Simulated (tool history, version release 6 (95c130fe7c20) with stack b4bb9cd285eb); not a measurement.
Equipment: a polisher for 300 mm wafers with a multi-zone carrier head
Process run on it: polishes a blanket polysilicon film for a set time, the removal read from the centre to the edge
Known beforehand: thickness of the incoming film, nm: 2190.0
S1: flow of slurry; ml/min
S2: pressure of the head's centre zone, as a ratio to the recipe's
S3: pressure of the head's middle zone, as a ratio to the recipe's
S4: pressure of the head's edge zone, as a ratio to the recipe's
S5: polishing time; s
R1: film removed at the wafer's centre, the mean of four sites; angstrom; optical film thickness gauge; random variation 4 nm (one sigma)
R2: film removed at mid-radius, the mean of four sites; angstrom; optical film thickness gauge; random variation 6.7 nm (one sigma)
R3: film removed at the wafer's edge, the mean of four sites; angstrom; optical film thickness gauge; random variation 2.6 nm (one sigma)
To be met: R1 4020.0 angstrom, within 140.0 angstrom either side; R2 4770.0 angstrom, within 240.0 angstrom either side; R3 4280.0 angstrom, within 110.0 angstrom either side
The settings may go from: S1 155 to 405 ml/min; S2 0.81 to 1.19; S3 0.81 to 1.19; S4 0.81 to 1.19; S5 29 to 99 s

run,hour,S1,S2,S3,S4,S5,R1,R2,R3
1,0.0,260,1.00,1.00,1.00,64,5611.3,5316.7,5271.4
2,6.7,260,1.00,1.00,1.00,77,6693.0,6572.6,6318.5
3,13.0,260,1.00,1.08,1.00,77,6878.6,7036.1,6325.9
4,14.7,250,0.96,1.07,0.97,72,6090.3,6501.8,5873.8
# hour 15.4: worn pad replaced by a new one
5,15.4,245,0.93,1.07,0.95,67,5774.0,6409.6,5645.8
6,21.1,245,0.93,1.07,0.95,60,5110.8,5798.3,5067.0
7,24.0,245,0.92,1.06,0.95,57,4935.4,5492.3,4823.0
8,30.0,240,0.90,1.05,0.95,54,4602.1,5045.8,4564.1

5 next moves are on the table. One of them brings every result within its allowed miss. Which?
A,36.0,275,0.85,1.08,1.00,49,?,?,?
B,36.0,180,0.81,1.12,1.11,50,?,?,?
C,36.0,230,0.89,1.11,0.94,49,?,?,?
D,36.0,170,0.97,1.19,0.83,53,?,?,?
E,36.0,265,0.84,1.17,0.97,50,?,?,?

move,R1,R2,R3
A,4032.2,4871.3,4266.2
B,3691.2,4814.8,4359.2
C,4079.8,4874.4,4077.8
D,4468.2,5315.5,4023.1
E,4058.8,5302.0,4274.7
A: hits every target within its allowed miss
B: moves the result that the last run missed by most past its target, out the other side
C: brings the result that was furthest off to its target, and leaves another outside
D: an improvement on the last run, though not all results are within tolerance
E: brings the result that was furthest off to its target, and leaves another outside
So the answer is move A, the one that meets all the targets.
